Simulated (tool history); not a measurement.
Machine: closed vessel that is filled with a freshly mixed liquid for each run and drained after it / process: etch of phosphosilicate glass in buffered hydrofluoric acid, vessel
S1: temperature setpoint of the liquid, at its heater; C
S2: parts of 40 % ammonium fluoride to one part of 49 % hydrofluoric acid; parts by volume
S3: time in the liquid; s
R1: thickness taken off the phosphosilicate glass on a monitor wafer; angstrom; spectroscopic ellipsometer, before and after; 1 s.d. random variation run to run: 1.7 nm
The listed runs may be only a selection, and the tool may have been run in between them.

Run 1, day 0.000: S1 22.0 C, S2 13.5 parts by volume, S3 85 s. Result: R1 3302.3 angstrom.
Run 2, day 0.196: S1 22.0 C, S2 10.5 parts by volume, S3 85 s. Result: R1 4225.7 angstrom.
Run 3, day 0.304: S1 22.0 C, S2 10.5 parts by volume, S3 85 s. Result: R1 4179.8 angstrom.
Run 4, day 0.492: S1 18.5 C, S2 10.5 parts by volume, S3 85 s. Result: R1 3506.5 angstrom.
Run 5, day 0.517: S1 18.0 C, S2 12.5 parts by volume, S3 85 s. Result: R1 2859.7 angstrom.
Run 6, day 0.546: S1 17.5 C, S2 14.0 parts by volume, S3 85 s. Result: R1 2461.2 angstrom.
Run 7, day 0.662: S1 17.5 C, S2 15.0 parts by volume, S3 85 s. Result: R1 2270.9 angstrom.
Run 8, day 0.862: S1 17.5 C, S2 15.5 parts by volume, S3 85 s. Result: R1 2270.4 angstrom.
Run 9, day 1.167: S1 17.5 C, S2 15.5 parts by volume, S3 85 s. Result: R1 2251.5 angstrom.
Run 10, day 1.412: S1 17.5 C, S2 16.0 parts by volume, S3 85 s. Result: R1 2198.6 angstrom.

Expected results for the next run?
Run 11, day 1.454: S1 17.5 C, S2 16.5 parts by volume, S3 85 s. Result: R1 ?.

Run 11 measured R1 2117.8 angstrom.
